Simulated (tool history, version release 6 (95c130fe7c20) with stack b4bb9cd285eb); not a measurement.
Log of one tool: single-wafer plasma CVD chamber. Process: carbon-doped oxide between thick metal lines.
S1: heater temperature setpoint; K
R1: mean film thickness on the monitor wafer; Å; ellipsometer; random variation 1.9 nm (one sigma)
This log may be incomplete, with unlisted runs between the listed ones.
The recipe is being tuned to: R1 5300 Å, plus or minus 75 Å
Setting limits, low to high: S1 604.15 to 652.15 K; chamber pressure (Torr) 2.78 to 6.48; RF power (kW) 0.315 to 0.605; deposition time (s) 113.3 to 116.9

{"run": 1, "hour": 0.0, "S1": 628.15, "chamber pressure (Torr)": 4.63, "RF power (kW)": 0.46, "deposition time (s)": 113.3, "R1": 5784}
{"run": 2, "hour": 6.8, "S1": 618.15, "chamber pressure (Torr)": 4.63, "RF power (kW)": 0.46, "deposition time (s)": 113.3, "R1": 5931}
{"run": 3, "hour": 12.5, "S1": 618.15, "chamber pressure (Torr)": 4.63, "RF power (kW)": 0.46, "deposition time (s)": 113.3, "R1": 5970.2}
{"run": 4, "hour": 19.9, "S1": 618.15, "chamber pressure (Torr)": 4.63, "RF power (kW)": 0.46, "deposition time (s)": 113.3, "R1": 5925.3}
{"run": 5, "hour": 24.2, "S1": 618.15, "chamber pressure (Torr)": 4.63, "RF power (kW)": 0.395, "deposition time (s)": 113.3, "R1": 5008.1}
{"run": 6, "hour": 25.6, "S1": 618.15, "chamber pressure (Torr)": 4.63, "RF power (kW)": 0.435, "deposition time (s)": 113.3, "R1": 5623.9}
{"run": 7, "hour": 28.3, "S1": 619.15, "chamber pressure (Torr)": 4.58, "RF power (kW)": 0.435, "deposition time (s)": 113.3, "R1": 5572}
{"run": 8, "hour": 33.5, "S1": 620.15, "chamber pressure (Torr)": 4.53, "RF power (kW)": 0.435, "deposition time (s)": 113.3, "R1": 5529}
{"run": 9, "hour": 38.8, "S1": 620.15, "chamber pressure (Torr)": 4.53, "RF power (kW)": 0.435, "deposition time (s)": 113.3, "R1": 5566.9}

Exactly one of the 4 candidate moves below puts every result within its allowed miss. Which one?
{"run": "A", "hour": 44.1, "S1": 629.15, "chamber pressure (Torr)": 3.94, "RF power (kW)": 0.445, "deposition time (s)": 113.3, "R1": "?"}
{"run": "B", "hour": 44.1, "S1": 609.15, "chamber pressure (Torr)": 4.51, "RF power (kW)": 0.41, "deposition time (s)": 116.9, "R1": "?"}
{"run": "C", "hour": 44.1, "S1": 624.15, "chamber pressure (Torr)": 4.49, "RF power (kW)": 0.45, "deposition time (s)": 116.7, "R1": "?"}
{"run": "D", "hour": 44.1, "S1": 630.15, "chamber pressure (Torr)": 4.64, "RF power (kW)": 0.425, "deposition time (s)": 113.3, "R1": "?"}

move=A R1=5530.3
move=B R1=5523.8
move=C R1=5893.9
move=D R1=5319.9
A: gains on the last run, yet a result remains outside its allowed miss
B: gains on the last run, yet a result remains outside its allowed miss
C: its largest miss is bigger than the last run's
D: each result inside its tolerance
Go with D: it meets all targets.
